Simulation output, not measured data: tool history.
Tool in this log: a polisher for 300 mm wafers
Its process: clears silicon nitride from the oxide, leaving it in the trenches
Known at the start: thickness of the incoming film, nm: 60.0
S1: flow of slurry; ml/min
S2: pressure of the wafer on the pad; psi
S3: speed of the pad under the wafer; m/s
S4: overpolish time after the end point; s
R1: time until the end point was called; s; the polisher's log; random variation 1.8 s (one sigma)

run,hour,S1,S2,S3,S4,R1
1,0,305,1.8,0.8,33,133.39
2,6.7,305,1.6,0.8,33,148.84
3,9.1,305,1.5,0.8,33,158.82
4,12.9,335,1.5,0.8,33,157.7
5,17.9,370,1.5,0.8,33,157.03
6,21.4,370,1.9,0.8,33,123.81
7,23.8,370,1.7,0.8,33,138.86

What does the tool deliver on the next run?
8,26.1,370,1.5,0.8,33,?

{"run 8": {"R1": 154.54}}

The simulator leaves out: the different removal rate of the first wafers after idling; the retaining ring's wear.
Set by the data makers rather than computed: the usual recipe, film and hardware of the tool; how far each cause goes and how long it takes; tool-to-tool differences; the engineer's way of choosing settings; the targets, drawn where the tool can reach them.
